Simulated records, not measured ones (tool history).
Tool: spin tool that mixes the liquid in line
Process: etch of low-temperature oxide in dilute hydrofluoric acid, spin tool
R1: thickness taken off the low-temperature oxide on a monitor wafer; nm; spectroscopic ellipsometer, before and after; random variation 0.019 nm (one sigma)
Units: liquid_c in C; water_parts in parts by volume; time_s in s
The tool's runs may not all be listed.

run 1 hour=0.0 | liquid_c=22.0 water_parts=210 time_s=15 | R1=1.6759
run 2 hour=1.1 | liquid_c=22.0 water_parts=210 time_s=15 | R1=1.6902
run 3 hour=5.8 | liquid_c=25.0 water_parts=210 time_s=15 | R1=1.8850
run 4 hour=9.5 | liquid_c=26.5 water_parts=185 time_s=15 | R1=2.3219
run 5 hour=10.1 | liquid_c=27.5 water_parts=165 time_s=15 | R1=2.7977
run 6 hour=11.7 | liquid_c=28.0 water_parts=155 time_s=15 | R1=3.0340
run 7 hour=14.8 | liquid_c=28.5 water_parts=150 time_s=15 | R1=3.2383
run 8 hour=19.1 | liquid_c=29.0 water_parts=145 time_s=15 | R1=3.3823

Run 9 comes next. What will it give?
run 9 hour=28.2 | liquid_c=29.5 water_parts=140 time_s=15 | R1=?

R1: 3.6316 nm

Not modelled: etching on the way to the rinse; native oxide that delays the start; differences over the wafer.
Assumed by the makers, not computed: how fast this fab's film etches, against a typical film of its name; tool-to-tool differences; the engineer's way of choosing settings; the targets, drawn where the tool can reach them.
